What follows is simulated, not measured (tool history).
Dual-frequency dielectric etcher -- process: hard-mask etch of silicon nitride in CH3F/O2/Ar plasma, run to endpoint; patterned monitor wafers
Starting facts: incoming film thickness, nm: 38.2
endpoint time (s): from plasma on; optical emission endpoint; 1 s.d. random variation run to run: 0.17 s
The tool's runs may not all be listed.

Run 1, hour 0: source power (W) 450, bias power (W) 61. Result: endpoint time (s) 53.062.
Run 2, hour 8.1: source power (W) 510, bias power (W) 61. Result: endpoint time (s) 51.265.
Run 3, hour 10.8: source power (W) 520, bias power (W) 61. Result: endpoint time (s) 51.044.
Run 4, hour 16.1: source power (W) 480, bias power (W) 61. Result: endpoint time (s) 52.258.
Run 5, hour 19.2: source power (W) 430, bias power (W) 61. Result: endpoint time (s) 53.862.
Run 6, hour 20.8: source power (W) 430, bias power (W) 65. Result: endpoint time (s) 52.909.

Estimate the outcome of run 7 from the log above:
Run 7, hour 22.1: source power (W) 460, bias power (W) 66. Result: endpoint time (s) ?.

endpoint time (s): 51.512
